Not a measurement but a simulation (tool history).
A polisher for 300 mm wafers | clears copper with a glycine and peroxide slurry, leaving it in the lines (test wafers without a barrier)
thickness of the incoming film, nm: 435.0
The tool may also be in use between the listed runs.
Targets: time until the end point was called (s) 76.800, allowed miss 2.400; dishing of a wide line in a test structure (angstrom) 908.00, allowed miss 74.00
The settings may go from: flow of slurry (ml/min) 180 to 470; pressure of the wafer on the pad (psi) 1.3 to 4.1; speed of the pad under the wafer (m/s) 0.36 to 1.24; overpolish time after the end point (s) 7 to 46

| run | hour | flow of slurry (ml/min) | pressure of the wafer on the pad (psi) | speed of the pad under the wafer (m/s) | overpolish time after the end point (s) | time until the end point was called (s) | dishing of a wide line in a test structure (angstrom) |
|---|---|---|---|---|---|---|---|
| 1 | 0.0 | 300 | 2.7 | 0.80 | 24 | 99.235 | 571.81 |
| 2 | 6.4 | 300 | 3.0 | 0.80 | 26 | 91.477 | 655.35 |
| 3 | 14.6 | 300 | 3.2 | 0.80 | 28 | 85.802 | 732.87 |
| 4 | 18.6 | 300 | 3.3 | 0.80 | 29 | 84.998 | 767.11 |
| 5 | 22.5 | 300 | 3.3 | 0.68 | 29 | 95.928 | 689.47 |
| 6 | 26.8 | 300 | 3.3 | 0.76 | 29 | 87.819 | 698.17 |
| 7 | 28.3 | 300 | 3.4 | 0.76 | 31 | 84.910 | 775.36 |
|  | 31.1 | worn pad replaced by a new one |
| 8 | 31.1 | 300 | 3.5 | 0.76 | 32 | 78.985 | 829.56 |
| 9 | 39.7 | 300 | 3.5 | 0.76 | 32 | 80.042 | 834.58 |
| 10 | 40.8 | 300 | 3.5 | 0.76 | 33 | 78.642 | 895.19 |

Which of these 5 next moves meets every target?
| A | 41.9 | 230 | 3.6 | 0.74 | 36 | ? | ? |
| B | 41.9 | 300 | 3.7 | 0.74 | 34 | ? | ? |
| C | 41.9 | 245 | 3.5 | 0.74 | 31 | ? | ? |
| D | 41.9 | 210 | 3.5 | 0.74 | 35 | ? | ? |
| E | 41.9 | 280 | 3.2 | 0.78 | 40 | ? | ? |

| move | time until the end point was called (s) | dishing of a wide line in a test structure (angstrom) |
|---|---|---|
| A | 81.632 | 902.46 |
| B | 78.037 | 897.02 |
| C | 83.054 | 803.61 |
| D | 84.255 | 865.30 |
| E | 84.615 | 932.41 |
A: further off than the last run
B: meets every target
C: further off than the last run
D: further off than the last run
E: further off than the last run
The right move is B.
